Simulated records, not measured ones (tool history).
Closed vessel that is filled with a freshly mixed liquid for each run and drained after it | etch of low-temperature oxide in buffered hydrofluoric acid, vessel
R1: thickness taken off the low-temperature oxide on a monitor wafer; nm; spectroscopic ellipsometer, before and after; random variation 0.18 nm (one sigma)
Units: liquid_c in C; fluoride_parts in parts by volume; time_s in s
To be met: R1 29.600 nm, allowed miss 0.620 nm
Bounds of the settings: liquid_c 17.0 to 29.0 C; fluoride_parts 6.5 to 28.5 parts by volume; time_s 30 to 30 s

{"run": 1, "day": 0.0, "liquid_c": 21.0, "fluoride_parts": 17.5, "time_s": 30, "R1": 46.734}
{"run": 2, "day": 0.233, "liquid_c": 20.5, "fluoride_parts": 18.5, "time_s": 30, "R1": 42.797}
{"run": 3, "day": 0.442, "liquid_c": 20.0, "fluoride_parts": 19.0, "time_s": 30, "R1": 40.638}
{"run": 4, "day": 0.571, "liquid_c": 23.5, "fluoride_parts": 19.0, "time_s": 30, "R1": 48.965}
{"run": 5, "day": 0.812, "liquid_c": 23.5, "fluoride_parts": 22.0, "time_s": 30, "R1": 43.563}
{"run": 6, "day": 1.196, "liquid_c": 23.5, "fluoride_parts": 20.0, "time_s": 30, "R1": 46.542}
{"run": 7, "day": 1.383, "liquid_c": 22.5, "fluoride_parts": 20.5, "time_s": 30, "R1": 43.512}
{"run": 8, "day": 1.662, "liquid_c": 21.5, "fluoride_parts": 21.0, "time_s": 30, "R1": 40.391}
{"run": 9, "day": 1.912, "liquid_c": 20.5, "fluoride_parts": 21.5, "time_s": 30, "R1": 37.869}
{"run": 10, "day": 2.296, "liquid_c": 20.0, "fluoride_parts": 22.0, "time_s": 30, "R1": 36.122}
{"run": 11, "day": 2.458, "liquid_c": 19.5, "fluoride_parts": 22.0, "time_s": 30, "R1": 35.16}
{"run": 12, "day": 2.729, "liquid_c": 19.0, "fluoride_parts": 22.0, "time_s": 30, "R1": 34.025}
{"run": 13, "day": 2.992, "liquid_c": 19.0, "fluoride_parts": 22.0, "time_s": 30, "R1": 34.128}
{"run": 14, "day": 3.217, "liquid_c": 18.5, "fluoride_parts": 22.0, "time_s": 30, "R1": 33.381}
{"run": 15, "day": 3.571, "liquid_c": 18.0, "fluoride_parts": 22.0, "time_s": 30, "R1": 32.272}
{"run": 16, "day": 3.683, "liquid_c": 17.5, "fluoride_parts": 22.5, "time_s": 30, "R1": 30.645}

4 next moves are on the table. One of them brings every result within its allowed miss. Which?
{"run": "A", "day": 3.796, "liquid_c": 17.0, "fluoride_parts": 21.0, "time_s": 30, "R1": "?"}
{"run": "B", "day": 3.796, "liquid_c": 18.5, "fluoride_parts": 26.0, "time_s": 30, "R1": "?"}
{"run": "C", "day": 3.796, "liquid_c": 19.0, "fluoride_parts": 25.5, "time_s": 30, "R1": "?"}
{"run": "D", "day": 3.796, "liquid_c": 17.5, "fluoride_parts": 21.5, "time_s": 30, "R1": "?"}

move=A R1=31.338
move=B R1=29.449
move=C R1=30.707
move=D R1=31.727
A: further off than the last run
B: meets every target
C: further off than the last run
D: further off than the last run
Move B is the one to make.
